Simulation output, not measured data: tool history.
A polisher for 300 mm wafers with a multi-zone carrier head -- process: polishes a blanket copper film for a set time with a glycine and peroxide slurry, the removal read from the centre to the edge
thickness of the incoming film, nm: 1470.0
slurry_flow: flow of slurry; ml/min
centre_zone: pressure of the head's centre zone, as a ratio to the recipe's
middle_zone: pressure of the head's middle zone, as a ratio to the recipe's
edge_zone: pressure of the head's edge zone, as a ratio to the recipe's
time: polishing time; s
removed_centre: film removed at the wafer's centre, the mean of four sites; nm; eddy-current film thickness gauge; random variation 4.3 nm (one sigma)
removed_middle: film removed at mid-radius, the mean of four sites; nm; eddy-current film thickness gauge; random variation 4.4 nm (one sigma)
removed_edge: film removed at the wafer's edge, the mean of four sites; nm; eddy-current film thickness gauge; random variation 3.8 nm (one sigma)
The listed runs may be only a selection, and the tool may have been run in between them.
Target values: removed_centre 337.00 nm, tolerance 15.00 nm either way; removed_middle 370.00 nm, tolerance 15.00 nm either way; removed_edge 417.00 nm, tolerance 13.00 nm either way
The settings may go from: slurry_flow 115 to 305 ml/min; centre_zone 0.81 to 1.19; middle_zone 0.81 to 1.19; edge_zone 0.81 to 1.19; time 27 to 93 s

run	hour	slurry_flow	centre_zone	middle_zone	edge_zone	time	removed_centre	removed_middle	removed_edge
1	0.0	195	1.00	1.00	1.00	59	317.38	315.30	315.71
2	2.6	200	0.98	1.00	1.03	61	326.33	332.94	331.45
3	8.8	200	0.95	0.98	1.06	63	321.20	333.81	350.69
4	14.1	205	0.94	0.98	1.08	64	339.38	338.43	358.64
5	17.3	200	0.92	0.98	1.09	65	330.17	344.82	365.52
6	20.1	150	0.92	0.98	1.09	65	308.32	321.23	352.90
# hour 28.2: worn pad replaced by a new one
7	28.2	160	0.91	0.98	1.11	66	329.82	354.00	382.50
8	31.6	160	0.90	0.98	1.12	66	329.66	366.51	394.93
9	32.9	160	0.90	0.98	1.13	66	330.31	357.98	388.40

Which single option among these 5 for the next run brings every result within its allowed miss of target? Just one does.
A	34.2	245	0.97	1.10	1.16	57	?	?	?
B	34.2	175	0.91	1.05	1.03	65	?	?	?
C	34.2	160	1.01	0.99	1.14	60	?	?	?
D	34.2	180	0.95	1.05	1.08	61	?	?	?
E	34.2	135	0.88	0.97	1.19	71	?	?	?

move	removed_centre	removed_middle	removed_edge
A	333.05	359.47	361.05
B	336.12	374.44	381.12
C	337.80	322.95	359.60
D	331.32	353.10	364.61
E	332.89	361.63	420.30
A: misses by more than the last run did
B: misses by more than the last run did
C: misses by more than the last run did
D: misses by more than the last run did
E: every result lands within tolerance
The right move is E.
